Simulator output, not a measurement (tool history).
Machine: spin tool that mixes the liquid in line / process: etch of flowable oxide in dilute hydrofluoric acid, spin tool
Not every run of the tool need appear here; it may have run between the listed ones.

run  hour  temperature setpoint of the liquid (K)  parts of water to one part of 49 % hydrofluoric acid (parts by volume)  time under the liquid (s)  thickness taken off the flowable oxide on a monitor wafer (angstrom)
  1   0.0                                  297.15                                                                     215                         60                                                               109.980
  2   1.6                                  297.15                                                                     265                         60                                                                85.375
  3   6.7                                  297.15                                                                     310                         60                                                                68.949
  4  14.8                                  298.15                                                                     285                         60                                                                79.625
  5  22.4                                  298.15                                                                     285                         60                                                                80.024
  6  23.6                                  295.65                                                                     285                         60                                                                73.794
  7  31.4                                  296.65                                                                     260                         60                                                                85.738
  8  39.0                                  297.65                                                                     240                         60                                                                98.582
  9  46.8                                  298.65                                                                     220                         60                                                               114.040
 10  54.5                                  299.15                                                                     205                         60                                                               126.780
 11  55.4                                  299.65                                                                     190                         60                                                               140.000
 12  57.6                                  300.15                                                                     180                         60                                                               152.830
     62.4  -- thermometer replaced
 13  62.4                                  300.65                                                                     170                         60                                                               155.960

Run 14 comes next. What will it give?
 14  70.0                                  304.65                                                                      80                         60                                                                     ?

thickness taken off the flowable oxide on a monitor wafer (angstrom): 436.270
